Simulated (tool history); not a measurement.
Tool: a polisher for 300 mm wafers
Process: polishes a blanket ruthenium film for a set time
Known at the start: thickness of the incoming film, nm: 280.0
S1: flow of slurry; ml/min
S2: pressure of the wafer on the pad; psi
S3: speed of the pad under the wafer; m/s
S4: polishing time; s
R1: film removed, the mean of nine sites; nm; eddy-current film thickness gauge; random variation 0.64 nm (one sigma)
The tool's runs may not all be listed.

Run 1, hour 0.0: S1 230 ml/min, S2 2.0 psi, S3 0.94 m/s, S4 84 s. Result: R1 90.279 nm.
Run 2, hour 6.2: S1 230 ml/min, S2 2.4 psi, S3 0.94 m/s, S4 84 s. Result: R1 105.870 nm.
Run 3, hour 11.3: S1 255 ml/min, S2 2.4 psi, S3 0.94 m/s, S4 84 s. Result: R1 107.630 nm.
Run 4, hour 15.3: S1 255 ml/min, S2 2.4 psi, S3 0.94 m/s, S4 84 s. Result: R1 105.480 nm.
Run 5, hour 16.3: S1 255 ml/min, S2 2.2 psi, S3 0.92 m/s, S4 84 s. Result: R1 98.244 nm.
Run 6, hour 17.2: S1 255 ml/min, S2 2.2 psi, S3 0.76 m/s, S4 84 s. Result: R1 81.555 nm.
Run 7, hour 26.0: S1 255 ml/min, S2 2.1 psi, S3 0.76 m/s, S4 84 s. Result: R1 77.180 nm.
Run 8, hour 31.8: S1 255 ml/min, S2 2.0 psi, S3 0.76 m/s, S4 84 s. Result: R1 74.573 nm.
Run 9, hour 40.2: S1 255 ml/min, S2 1.9 psi, S3 0.76 m/s, S4 84 s. Result: R1 70.484 nm.
Run 10, hour 48.5: S1 255 ml/min, S2 1.8 psi, S3 0.76 m/s, S4 84 s. Result: R1 66.608 nm.
Run 11, hour 52.8: S1 255 ml/min, S2 1.7 psi, S3 0.76 m/s, S4 84 s. Result: R1 63.850 nm.

Forecast run 12:
Run 12, hour 54.8: S1 255 ml/min, S2 1.5 psi, S3 0.76 m/s, S4 84 s. Result: R1 ?.

R1: 57.290 nm

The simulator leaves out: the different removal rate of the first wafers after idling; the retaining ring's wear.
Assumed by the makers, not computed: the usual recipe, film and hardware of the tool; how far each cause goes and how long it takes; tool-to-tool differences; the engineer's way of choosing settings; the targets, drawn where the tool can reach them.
